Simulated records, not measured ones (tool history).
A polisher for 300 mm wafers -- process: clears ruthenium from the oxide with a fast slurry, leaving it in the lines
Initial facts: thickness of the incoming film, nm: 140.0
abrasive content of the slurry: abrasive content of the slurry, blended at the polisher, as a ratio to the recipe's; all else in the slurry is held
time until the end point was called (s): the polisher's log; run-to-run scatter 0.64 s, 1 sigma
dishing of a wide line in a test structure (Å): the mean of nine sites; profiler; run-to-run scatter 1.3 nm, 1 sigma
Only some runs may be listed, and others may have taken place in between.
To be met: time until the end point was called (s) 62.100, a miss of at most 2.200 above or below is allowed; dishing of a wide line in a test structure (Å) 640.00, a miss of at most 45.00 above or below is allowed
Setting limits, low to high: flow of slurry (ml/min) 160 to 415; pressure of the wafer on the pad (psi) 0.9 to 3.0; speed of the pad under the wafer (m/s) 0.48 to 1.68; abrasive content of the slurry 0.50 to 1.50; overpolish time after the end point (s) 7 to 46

run	hour	flow of slurry (ml/min)	pressure of the wafer on the pad (psi)	speed of the pad under the wafer (m/s)	abrasive content of the slurry	overpolish time after the end point (s)	time until the end point was called (s)	dishing of a wide line in a test structure (Å)
1	0.0	265	1.9	1.08	1.00	24	42.548	552.30
2	4.3	265	1.7	1.08	1.00	28	48.189	581.17
3	10.5	265	1.6	1.08	1.00	31	50.231	596.46
4	12.1	265	1.3	1.08	1.00	31	62.347	495.64
5	12.8	265	1.3	1.08	1.00	34	61.574	526.84
6	14.5	235	1.3	1.08	1.00	34	63.300	560.21
7	15.5	230	1.3	1.08	1.00	35	62.648	559.50
8	19.1	225	1.3	1.08	1.00	36	63.666	573.77
9	25.8	225	1.3	1.08	1.00	36	63.294	568.68
10	33.2	225	1.3	1.08	1.00	37	62.258	564.41
11	39.3	220	1.3	1.08	1.00	39	63.423	605.21

Exercise: of the 5 proposed moves below, exactly one satisfies all targets within the stated allowed misses. Which move is it?
A	45.4	245	1.2	1.10	0.95	37	?	?
B	45.4	215	1.0	1.26	1.10	35	?	?
C	45.4	250	1.4	1.02	1.00	35	?	?
D	45.4	210	1.7	0.84	1.10	34	?	?
E	45.4	225	1.5	0.96	1.00	42	?	?

move	time until the end point was called (s)	dishing of a wide line in a test structure (Å)
A	67.309	546.00
B	68.285	515.30
C	61.505	561.69
D	61.031	552.02
E	61.684	648.29
A: the biggest miss grows against the last run
B: the biggest miss grows against the last run
C: the biggest miss grows against the last run
D: the biggest miss grows against the last run
E: all results land within tolerance of their targets
Answer: E
